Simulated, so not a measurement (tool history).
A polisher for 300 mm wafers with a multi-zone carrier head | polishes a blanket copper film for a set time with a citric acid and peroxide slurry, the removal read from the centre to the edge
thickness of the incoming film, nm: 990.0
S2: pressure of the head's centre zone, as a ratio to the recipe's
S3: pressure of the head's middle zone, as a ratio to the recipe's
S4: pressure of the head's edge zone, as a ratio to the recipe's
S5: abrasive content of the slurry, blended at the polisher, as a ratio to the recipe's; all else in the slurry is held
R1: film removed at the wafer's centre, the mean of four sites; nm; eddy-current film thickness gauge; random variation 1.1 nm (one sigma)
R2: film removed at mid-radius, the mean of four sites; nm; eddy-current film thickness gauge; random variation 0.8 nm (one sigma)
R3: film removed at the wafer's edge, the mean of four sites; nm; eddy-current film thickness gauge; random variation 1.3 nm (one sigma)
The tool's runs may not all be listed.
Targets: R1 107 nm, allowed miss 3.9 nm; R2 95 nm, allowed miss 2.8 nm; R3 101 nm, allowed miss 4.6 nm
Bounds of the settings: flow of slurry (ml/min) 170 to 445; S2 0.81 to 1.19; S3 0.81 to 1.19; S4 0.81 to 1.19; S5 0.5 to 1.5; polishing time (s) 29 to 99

{"run": 1, "hour": 0.0, "flow of slurry (ml/min)": 285, "S2": 1, "S3": 1, "S4": 1, "S5": 1, "polishing time (s)": 64, "R1": 170.46, "R2": 171.95, "R3": 181.45}
{"run": 2, "hour": 8.4, "flow of slurry (ml/min)": 285, "S2": 1, "S3": 1, "S4": 1, "S5": 1, "polishing time (s)": 74, "R1": 197.55, "R2": 201.48, "R3": 212.04}
{"run": 3, "hour": 10.8, "flow of slurry (ml/min)": 285, "S2": 1, "S3": 1, "S4": 1, "S5": 1, "polishing time (s)": 87, "R1": 232.09, "R2": 233.21, "R3": 246.58}
{"run": 4, "hour": 12.5, "flow of slurry (ml/min)": 280, "S2": 1.02, "S3": 0.97, "S4": 0.95, "S5": 0.85, "polishing time (s)": 70, "R1": 180.37, "R2": 174.98, "R3": 184.96}
{"run": 5, "hour": 18.1, "flow of slurry (ml/min)": 310, "S2": 1.02, "S3": 0.97, "S4": 0.95, "S5": 0.85, "polishing time (s)": 70, "R1": 183.32, "R2": 176.92, "R3": 187.54}
{"run": 6, "hour": 20.1, "flow of slurry (ml/min)": 310, "S2": 1.02, "S3": 1.01, "S4": 0.95, "S5": 0.85, "polishing time (s)": 70, "R1": 183.29, "R2": 184.43, "R3": 185.77}
{"hour": 24.1, "done": "edge zone pressure recalibrated"}
{"run": 7, "hour": 24.1, "flow of slurry (ml/min)": 305, "S2": 1.03, "S3": 0.98, "S4": 0.92, "S5": 0.75, "polishing time (s)": 59, "R1": 150.13, "R2": 142.05, "R3": 142.08}
{"run": 8, "hour": 29.7, "flow of slurry (ml/min)": 295, "S2": 1.01, "S3": 0.94, "S4": 0.89, "S5": 0.65, "polishing time (s)": 56, "R1": 132.07, "R2": 128.01, "R3": 123.59}
{"run": 9, "hour": 35.5, "flow of slurry (ml/min)": 265, "S2": 1.02, "S3": 0.84, "S4": 0.97, "S5": 0.5, "polishing time (s)": 45, "R1": 94.997, "R2": 82.792, "R3": 96.864}
{"run": 10, "hour": 40.5, "flow of slurry (ml/min)": 295, "S2": 1.03, "S3": 0.86, "S4": 0.96, "S5": 0.5, "polishing time (s)": 45, "R1": 99.573, "R2": 85.999, "R3": 96.336}
{"run": 11, "hour": 48.5, "flow of slurry (ml/min)": 310, "S2": 1.03, "S3": 0.88, "S4": 0.97, "S5": 0.5, "polishing time (s)": 45, "R1": 98.432, "R2": 88.006, "R3": 96.893}
{"run": 12, "hour": 53.3, "flow of slurry (ml/min)": 310, "S2": 1.04, "S3": 0.9, "S4": 0.97, "S5": 0.5, "polishing time (s)": 45, "R1": 100.06, "R2": 89.58, "R3": 96.733}
{"run": 13, "hour": 58.9, "flow of slurry (ml/min)": 310, "S2": 1.05, "S3": 0.91, "S4": 0.97, "S5": 0.5, "polishing time (s)": 45, "R1": 100.68, "R2": 90.077, "R3": 96.577}

Which of these 4 next moves meets every target?
{"run": "A", "hour": 64.5, "flow of slurry (ml/min)": 300, "S2": 1.03, "S3": 0.88, "S4": 0.91, "S5": 0.55, "polishing time (s)": 47, "R1": "?", "R2": "?", "R3": "?"}
{"run": "B", "hour": 64.5, "flow of slurry (ml/min)": 290, "S2": 0.96, "S3": 0.98, "S4": 1.07, "S5": 0.7, "polishing time (s)": 44, "R1": "?", "R2": "?", "R3": "?"}
{"run": "C", "hour": 64.5, "flow of slurry (ml/min)": 280, "S2": 0.95, "S3": 0.81, "S4": 1.16, "S5": 0.5, "polishing time (s)": 49, "R1": "?", "R2": "?", "R3": "?"}
{"run": "D", "hour": 64.5, "flow of slurry (ml/min)": 225, "S2": 0.93, "S3": 0.86, "S4": 1.1, "S5": 0.65, "polishing time (s)": 44, "R1": "?", "R2": "?", "R3": "?"}

move=A R1=108.08 R2=94.438 R3=99.772
move=B R1=101.96 R2=104.6 R3=109.11
move=C R1=99.34 R2=88.093 R3=112.49
move=D R1=92.89 R2=88.651 R3=105.55
A: meets every target
B: takes the result that was furthest off past its target
C: further off than the last run
D: further off than the last run
Move A is the one to make.

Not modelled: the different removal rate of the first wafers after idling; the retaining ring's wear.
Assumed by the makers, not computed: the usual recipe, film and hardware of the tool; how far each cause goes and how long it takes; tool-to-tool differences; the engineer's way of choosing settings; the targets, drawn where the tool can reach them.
